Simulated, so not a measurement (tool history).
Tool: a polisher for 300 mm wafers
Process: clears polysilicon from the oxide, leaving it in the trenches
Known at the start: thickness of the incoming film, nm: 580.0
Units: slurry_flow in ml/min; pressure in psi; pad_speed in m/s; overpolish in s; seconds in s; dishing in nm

| run | day | slurry_flow | pressure | pad_speed | overpolish | seconds | dishing |
|---|---|---|---|---|---|---|---|
| 1 | 0.000 | 175 | 1.9 | 0.78 | 26 | 76.010 | 38.379 |
| 2 | 0.071 | 175 | 1.9 | 0.78 | 35 | 72.950 | 39.454 |
| 3 | 0.100 | 175 | 1.7 | 0.78 | 35 | 82.141 | 40.778 |
| 4 | 0.167 | 175 | 1.7 | 0.92 | 35 | 70.666 | 41.470 |
| 5 | 0.279 | 175 | 1.7 | 0.92 | 42 | 70.959 | 39.378 |
| 6 | 0.508 | 160 | 1.7 | 0.82 | 44 | 77.858 | 38.971 |
| 7 | 0.883 | 150 | 1.7 | 0.74 | 46 | 87.408 | 39.955 |
| 8 | 0.929 | 140 | 1.7 | 0.66 | 47 | 99.194 | 40.508 |
| 9 | 1.000 | 140 | 1.7 | 0.66 | 47 | 100.320 | 41.058 |
| 10 | 1.308 | 165 | 1.6 | 0.66 | 48 | 100.970 | 39.875 |
| 11 | 1.354 | 185 | 1.6 | 0.62 | 49 | 106.450 | 39.165 |
| 12 | 1.696 | 235 | 1.4 | 0.50 | 36 | 140.900 | 40.014 |
| 13 | 1.971 | 240 | 1.5 | 0.48 | 38 | 137.670 | 38.765 |
| 14 | 2.288 | 245 | 1.6 | 0.46 | 41 | 134.120 | 39.310 |
| 15 | 2.512 | 250 | 1.7 | 0.44 | 42 | 134.230 | 40.919 |
| 16 | 2.708 | 220 | 1.5 | 0.50 | 35 | 131.830 | 38.789 |
| 17 | 2.746 | 200 | 1.5 | 0.50 | 30 | 134.920 | 37.403 |
| 18 | 3.029 | 180 | 1.5 | 0.50 | 26 | 139.720 | 37.758 |
| 19 | 3.225 | 230 | 1.4 | 0.50 | 15 | 142.980 | 32.063 |

Forecast run 20:
| 20 | 3.350 | 230 | 1.4 | 0.50 | 15 | ? | ? |

Run 20 gave seconds 141.150 s, dishing 31.943 nm.
